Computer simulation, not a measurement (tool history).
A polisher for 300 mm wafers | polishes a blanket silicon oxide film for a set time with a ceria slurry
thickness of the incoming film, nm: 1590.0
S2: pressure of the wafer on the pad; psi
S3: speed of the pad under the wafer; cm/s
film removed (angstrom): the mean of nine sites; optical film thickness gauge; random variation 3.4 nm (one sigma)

{"run": 1, "hour": 0.0, "flow of slurry (ml/min)": 280, "S2": 4.1, "S3": 130, "polishing time (s)": 65, "film removed (angstrom)": 4009.3}
{"run": 2, "hour": 8.2, "flow of slurry (ml/min)": 280, "S2": 5.1, "S3": 130, "polishing time (s)": 65, "film removed (angstrom)": 4932.6}
{"run": 3, "hour": 9.7, "flow of slurry (ml/min)": 280, "S2": 4.7, "S3": 128, "polishing time (s)": 65, "film removed (angstrom)": 4534.8}
{"run": 4, "hour": 18.6, "flow of slurry (ml/min)": 280, "S2": 4.3, "S3": 126, "polishing time (s)": 65, "film removed (angstrom)": 4118.3}
{"run": 5, "hour": 23.9, "flow of slurry (ml/min)": 280, "S2": 4.0, "S3": 124, "polishing time (s)": 65, "film removed (angstrom)": 3883.9}
{"run": 6, "hour": 31.0, "flow of slurry (ml/min)": 280, "S2": 4.0, "S3": 156, "polishing time (s)": 65, "film removed (angstrom)": 4747.6}
{"run": 7, "hour": 40.0, "flow of slurry (ml/min)": 270, "S2": 2.9, "S3": 120, "polishing time (s)": 65, "film removed (angstrom)": 2738.7}

The next listed run, before its measurement:
{"run": 8, "hour": 42.5, "flow of slurry (ml/min)": 270, "S2": 2.8, "S3": 120, "polishing time (s)": 65, "film removed (angstrom)": "?"}

film removed (angstrom): 2589.2
